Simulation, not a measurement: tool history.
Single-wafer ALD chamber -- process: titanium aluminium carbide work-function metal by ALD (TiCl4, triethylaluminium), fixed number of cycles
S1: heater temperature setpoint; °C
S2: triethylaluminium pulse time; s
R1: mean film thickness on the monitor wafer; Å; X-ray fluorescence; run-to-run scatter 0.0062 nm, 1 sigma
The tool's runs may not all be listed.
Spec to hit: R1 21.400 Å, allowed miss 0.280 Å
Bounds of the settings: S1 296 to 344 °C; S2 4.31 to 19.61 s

run	hour	S1	S2	R1
1	0.0	320	11.96	23.397
2	3.5	320	10.79	23.296
3	9.1	320	8.17	22.664
4	15.0	325	8.17	23.204
5	21.7	325	10.13	23.644
6	22.4	332	10.13	24.421
7	31.2	328	9.80	23.905
8	34.2	324	9.53	23.502
9	40.8	321	9.27	23.045
10	45.8	318	9.08	22.587
11	48.3	316	8.97	22.557
12	52.6	314	8.80	22.203
13	61.5	313	8.71	22.118

Consider the 4 candidate settings below. Which is the only one whose results all fall within their allowed miss of target?
A	70.4	304	9.62	?
B	70.4	320	10.25	?
C	70.4	318	8.72	?
D	70.4	315	7.92	?

move	R1
A	21.403
B	23.089
C	22.583
D	22.074
A: all results land within tolerance of their targets
B: further off than the last run
C: further off than the last run
D: nearer the targets than the last run, but a result is still out of spec
The move that meets every target is A.
